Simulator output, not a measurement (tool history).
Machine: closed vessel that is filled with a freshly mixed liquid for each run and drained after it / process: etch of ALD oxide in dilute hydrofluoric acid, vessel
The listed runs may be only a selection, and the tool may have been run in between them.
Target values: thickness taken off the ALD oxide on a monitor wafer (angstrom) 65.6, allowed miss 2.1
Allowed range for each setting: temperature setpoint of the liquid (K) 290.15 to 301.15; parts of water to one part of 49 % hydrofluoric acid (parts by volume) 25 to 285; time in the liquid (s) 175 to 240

run,hour,temperature setpoint of the liquid (K),parts of water to one part of 49 % hydrofluoric acid (parts by volume),time in the liquid (s),thickness taken off the ALD oxide on a monitor wafer (angstrom)
1,0,293.15,155,240,152.36
2,1.4,293.15,175,240,133.26
3,7.7,294.65,175,240,140.38
4,10.5,293.15,175,240,132.88
5,12,292.65,185,240,123.77
6,20.2,292.65,130,240,184.1
7,24.6,292.65,145,240,159.46
8,28.4,292.65,160,240,142.55
9,34,292.15,170,240,134.05
10,38.9,290.15,235,235,81.326
11,44.9,290.15,240,235,79.076
12,50.5,290.15,245,235,79.145

Next run, 5 choices. One meets every target within its allowed miss, the rest don't. Which?
A,56.1,290.15,220,175,?
B,56.1,290.65,250,180,?
C,56.1,290.15,205,240,?
D,56.1,290.15,230,175,?
E,56.1,295.65,285,180,?

move,thickness taken off the ALD oxide on a monitor wafer (angstrom)
A,65.328
B,58.709
C,97.46
D,61.932
E,60.053
A: hits every target within its allowed miss
B: takes the biggest miss from the last run beyond its target
C: the biggest miss grows against the last run
D: takes the biggest miss from the last run beyond its target
E: takes the biggest miss from the last run beyond its target
The right move is A.

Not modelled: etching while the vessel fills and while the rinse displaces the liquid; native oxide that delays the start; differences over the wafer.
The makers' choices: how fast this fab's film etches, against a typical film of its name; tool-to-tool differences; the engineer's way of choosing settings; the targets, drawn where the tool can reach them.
